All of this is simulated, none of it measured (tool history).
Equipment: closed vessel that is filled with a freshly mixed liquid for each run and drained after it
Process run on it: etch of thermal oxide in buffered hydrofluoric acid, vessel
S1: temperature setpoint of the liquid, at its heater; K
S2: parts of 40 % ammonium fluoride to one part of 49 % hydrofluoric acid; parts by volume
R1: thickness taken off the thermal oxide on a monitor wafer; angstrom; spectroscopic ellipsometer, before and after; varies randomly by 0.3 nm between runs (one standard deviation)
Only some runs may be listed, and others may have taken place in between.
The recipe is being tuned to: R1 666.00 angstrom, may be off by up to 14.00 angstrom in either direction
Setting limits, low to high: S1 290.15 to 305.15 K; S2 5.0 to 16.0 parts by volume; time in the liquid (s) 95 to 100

run 1 hour=0.0 | S1=297.15 S2=9.5 time_in_the_liquid_(s)=95 | R1=999.41
run 2 hour=6.2 | S1=295.15 S2=9.5 time_in_the_liquid_(s)=95 | R1=894.59
run 3 hour=14.3 | S1=296.65 S2=9.5 time_in_the_liquid_(s)=95 | R1=963.27
run 4 hour=23.1 | S1=299.65 S2=9.5 time_in_the_liquid_(s)=95 | R1=1139.60
run 5 hour=27.6 | S1=299.65 S2=9.5 time_in_the_liquid_(s)=100 | R1=1206.00
run 6 hour=34.5 | S1=297.15 S2=10.0 time_in_the_liquid_(s)=100 | R1=1012.50
run 7 hour=36.2 | S1=293.15 S2=11.0 time_in_the_liquid_(s)=100 | R1=747.30
run 8 hour=38.6 | S1=293.15 S2=11.0 time_in_the_liquid_(s)=100 | R1=738.71
run 9 hour=46.3 | S1=292.65 S2=11.0 time_in_the_liquid_(s)=100 | R1=720.07

Which of these 4 next moves meets every target?
run A hour=54.0 | S1=292.15 S2=11.5 time_in_the_liquid_(s)=95 | R1=?
run B hour=54.0 | S1=292.15 S2=10.5 time_in_the_liquid_(s)=95 | R1=?
run C hour=54.0 | S1=293.65 S2=12.0 time_in_the_liquid_(s)=95 | R1=?
run D hour=54.0 | S1=293.15 S2=10.0 time_in_the_liquid_(s)=95 | R1=?

move=A R1=639.69
move=B R1=699.07
move=C R1=667.49
move=D R1=775.45
A: moves the result that the last run missed by most past its target, out the other side
B: closes in on the targets versus the last run, not all within tolerance yet
C: hits every target within its allowed miss
D: further off than the last run
C meets every target.
